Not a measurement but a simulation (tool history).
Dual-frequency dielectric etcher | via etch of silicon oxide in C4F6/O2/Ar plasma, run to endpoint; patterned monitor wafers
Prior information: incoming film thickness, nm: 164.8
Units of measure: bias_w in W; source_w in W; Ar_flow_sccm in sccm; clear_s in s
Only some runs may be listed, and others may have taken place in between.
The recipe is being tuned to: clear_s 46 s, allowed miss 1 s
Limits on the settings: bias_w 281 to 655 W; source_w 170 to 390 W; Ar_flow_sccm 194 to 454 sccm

{"run": 1, "hour": 0.0, "bias_w": 468, "source_w": 280, "Ar_flow_sccm": 324, "clear_s": 39.502}
{"run": 2, "hour": 3.4, "bias_w": 441, "source_w": 280, "Ar_flow_sccm": 325, "clear_s": 40.052}
{"run": 3, "hour": 5.7, "bias_w": 492, "source_w": 280, "Ar_flow_sccm": 325, "clear_s": 38.265}
{"run": 4, "hour": 13.3, "bias_w": 492, "source_w": 260, "Ar_flow_sccm": 325, "clear_s": 39.715}
{"run": 5, "hour": 19.8, "bias_w": 492, "source_w": 280, "Ar_flow_sccm": 325, "clear_s": 38.43}
{"run": 6, "hour": 28.6, "bias_w": 492, "source_w": 250, "Ar_flow_sccm": 325, "clear_s": 40.001}
{"run": 7, "hour": 30.5, "bias_w": 468, "source_w": 250, "Ar_flow_sccm": 326, "clear_s": 41.063}
{"run": 8, "hour": 39.4, "bias_w": 449, "source_w": 250, "Ar_flow_sccm": 327, "clear_s": 42.064}
{"run": 9, "hour": 47.3, "bias_w": 435, "source_w": 250, "Ar_flow_sccm": 327, "clear_s": 42.577}
{"run": 10, "hour": 53.7, "bias_w": 423, "source_w": 250, "Ar_flow_sccm": 327, "clear_s": 42.771}
{"run": 11, "hour": 57.1, "bias_w": 411, "source_w": 250, "Ar_flow_sccm": 327, "clear_s": 43.615}
{"run": 12, "hour": 57.6, "bias_w": 354, "source_w": 240, "Ar_flow_sccm": 329, "clear_s": 47.259}

Next run, 5 choices. One meets every target within its allowed miss, the rest don't. Which?
{"run": "A", "hour": 58.1, "bias_w": 322, "source_w": 250, "Ar_flow_sccm": 357, "clear_s": "?"}
{"run": "B", "hour": 58.1, "bias_w": 384, "source_w": 240, "Ar_flow_sccm": 347, "clear_s": "?"}
{"run": "C", "hour": 58.1, "bias_w": 335, "source_w": 230, "Ar_flow_sccm": 313, "clear_s": "?"}
{"run": "D", "hour": 58.1, "bias_w": 329, "source_w": 240, "Ar_flow_sccm": 349, "clear_s": "?"}
{"run": "E", "hour": 58.1, "bias_w": 304, "source_w": 250, "Ar_flow_sccm": 290, "clear_s": "?"}

move=A clear_s=48.922
move=B clear_s=45.859
move=C clear_s=48.931
move=D clear_s=49.1
move=E clear_s=49.073
A: further off than the last run
B: in spec on every target
C: further off than the last run
D: further off than the last run
E: further off than the last run
So the answer is move B, the one that meets all the targets.
